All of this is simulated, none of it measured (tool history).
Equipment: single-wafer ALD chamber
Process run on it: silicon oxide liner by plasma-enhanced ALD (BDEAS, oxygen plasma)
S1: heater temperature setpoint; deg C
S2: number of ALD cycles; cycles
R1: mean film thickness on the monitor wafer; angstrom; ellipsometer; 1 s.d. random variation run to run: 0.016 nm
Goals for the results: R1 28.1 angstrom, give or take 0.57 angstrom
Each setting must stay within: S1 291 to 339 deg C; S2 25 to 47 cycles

run 1 hour=0 | S1=315 S2=36 | R1=32.876
run 2 hour=5.7 | S1=315 S2=41 | R1=37.259
run 3 hour=8.1 | S1=322 S2=41 | R1=36.9
run 4 hour=13.7 | S1=322 S2=45 | R1=40.468
run 5 hour=20.6 | S1=312 S2=45 | R1=41.558
run 6 hour=26.4 | S1=301 S2=45 | R1=41.448
-- hour=27.8 thermocouple changed; heater temperature recalibrated
run 7 hour=27.8 | S1=301 S2=39 | R1=36.176
run 8 hour=35.7 | S1=302 S2=37 | R1=33.922
run 9 hour=38.8 | S1=302 S2=35 | R1=32.557
run 10 hour=42.4 | S1=302 S2=34 | R1=31.283
run 11 hour=43.9 | S1=302 S2=33 | R1=30.524
run 12 hour=49.6 | S1=302 S2=32 | R1=30.013

Exactly one of the 5 candidate moves below puts every result within its allowed miss. Which one?
run A hour=55.3 | S1=304 S2=32 | R1=?
run B hour=55.3 | S1=303 S2=35 | R1=?
run C hour=55.3 | S1=295 S2=30 | R1=?
run D hour=55.3 | S1=296 S2=32 | R1=?
run E hour=55.3 | S1=301 S2=29 | R1=?

move=A R1=29.483
move=B R1=32.287
move=C R1=28.112
move=D R1=29.89
move=E R1=26.818
A: closer than the last run, but not yet in spec
B: lands further from the targets than the last run did
C: all results in spec
D: closer than the last run, but not yet in spec
E: takes the result that was furthest off past its target
Correct choice: C, which meets every target
